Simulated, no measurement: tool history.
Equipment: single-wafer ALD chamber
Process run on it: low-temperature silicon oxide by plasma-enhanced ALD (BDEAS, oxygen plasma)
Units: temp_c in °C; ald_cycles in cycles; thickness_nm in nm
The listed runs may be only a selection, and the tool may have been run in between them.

| run | hour | temp_c | ald_cycles | thickness_nm |
|---|---|---|---|---|
| 1 | 0 | 90 | 54 | 8.0731 |
| 2 | 8.8 | 93 | 53 | 7.9075 |
| 3 | 17.8 | 82 | 53 | 8.1008 |
| 4 | 26.8 | 85 | 52 | 7.9566 |
| 5 | 29.4 | 88 | 51 | 7.6491 |
| 6 | 31.7 | 88 | 46 | 6.9317 |
| 7 | 34 | 86 | 46 | 6.9756 |
| 8 | 42.3 | 85 | 46 | 7.0497 |

Run 9 has not been measured yet. What should we expect?
| 9 | 46.2 | 84 | 46 | ? |

thickness_nm: 7.0578 nm

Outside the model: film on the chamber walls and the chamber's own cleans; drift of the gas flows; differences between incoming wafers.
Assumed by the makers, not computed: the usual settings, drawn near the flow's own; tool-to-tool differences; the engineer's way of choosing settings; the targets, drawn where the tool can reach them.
